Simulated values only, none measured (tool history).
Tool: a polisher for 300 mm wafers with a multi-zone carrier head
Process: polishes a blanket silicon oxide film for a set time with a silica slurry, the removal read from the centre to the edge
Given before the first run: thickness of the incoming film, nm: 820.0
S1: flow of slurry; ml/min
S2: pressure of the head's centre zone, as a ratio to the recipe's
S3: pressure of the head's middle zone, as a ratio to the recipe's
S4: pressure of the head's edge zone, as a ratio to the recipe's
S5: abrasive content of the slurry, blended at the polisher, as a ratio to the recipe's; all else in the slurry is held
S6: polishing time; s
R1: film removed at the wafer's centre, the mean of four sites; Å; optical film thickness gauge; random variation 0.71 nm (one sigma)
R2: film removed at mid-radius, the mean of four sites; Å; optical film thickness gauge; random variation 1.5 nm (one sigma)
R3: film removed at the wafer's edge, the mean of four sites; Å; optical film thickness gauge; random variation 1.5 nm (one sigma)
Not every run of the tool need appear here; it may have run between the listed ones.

run  hour   S1    S2    S3    S4    S5  S6      R1      R2      R3
  1   0.0  185  1.00  1.00  1.00  1.00  50  1250.9  1416.3  1455.1
  2   7.4  165  1.00  1.00  1.00  1.00  50  1225.1  1393.0  1400.7
  3  14.6  165  1.00  1.06  1.00  1.00  50  1233.4  1485.7  1381.3
  4  17.3  165  1.00  1.06  0.95  1.00  50  1243.6  1463.2  1345.9
  5  20.1  160  1.00  1.03  0.94  1.00  50  1226.6  1396.3  1323.7
  6  22.2  160  1.00  1.03  0.94  1.00  56  1364.0  1589.3  1493.4
  7  24.5  145  0.97  0.93  0.84  0.75  55  1173.2  1315.4  1310.2
  8  26.4  140  0.98  0.92  0.84  0.75  55  1167.3  1276.7  1263.3
  9  33.4  140  0.98  0.92  0.84  0.75  55  1195.9  1291.0  1267.0
     35.0  -- centre zone pressure recalibrated
 10  35.0  140  0.98  0.92  0.84  0.75  55  1289.2  1296.2  1283.9

Run 11 has not been measured yet. What should we expect?
 11  36.6  140  0.97  0.91  0.85  0.75  55   ?   ?   ?

{"run 11": {"R1": 1286.7, "R2": 1229.6, "R3": 1313.7}}
